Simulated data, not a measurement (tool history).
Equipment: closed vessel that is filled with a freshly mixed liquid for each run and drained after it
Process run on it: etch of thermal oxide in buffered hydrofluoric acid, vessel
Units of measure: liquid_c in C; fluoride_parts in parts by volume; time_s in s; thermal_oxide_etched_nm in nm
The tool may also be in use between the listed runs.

run 1 hour=0.0 | liquid_c=24.0 fluoride_parts=12.0 time_s=105 | thermal_oxide_etched_nm=93.927
run 2 hour=7.1 | liquid_c=24.0 fluoride_parts=12.0 time_s=105 | thermal_oxide_etched_nm=94.418
run 3 hour=12.7 | liquid_c=21.0 fluoride_parts=12.0 time_s=105 | thermal_oxide_etched_nm=79.901
run 4 hour=20.0 | liquid_c=22.0 fluoride_parts=12.0 time_s=105 | thermal_oxide_etched_nm=83.669
run 5 hour=24.5 | liquid_c=22.0 fluoride_parts=13.5 time_s=105 | thermal_oxide_etched_nm=75.720
run 6 hour=27.8 | liquid_c=25.5 fluoride_parts=13.5 time_s=105 | thermal_oxide_etched_nm=90.291

What does the tool deliver on the next run?
run 7 hour=33.8 | liquid_c=26.0 fluoride_parts=13.5 time_s=105 | thermal_oxide_etched_nm=?

{"run 7": {"thermal_oxide_etched_nm": 92.768}}

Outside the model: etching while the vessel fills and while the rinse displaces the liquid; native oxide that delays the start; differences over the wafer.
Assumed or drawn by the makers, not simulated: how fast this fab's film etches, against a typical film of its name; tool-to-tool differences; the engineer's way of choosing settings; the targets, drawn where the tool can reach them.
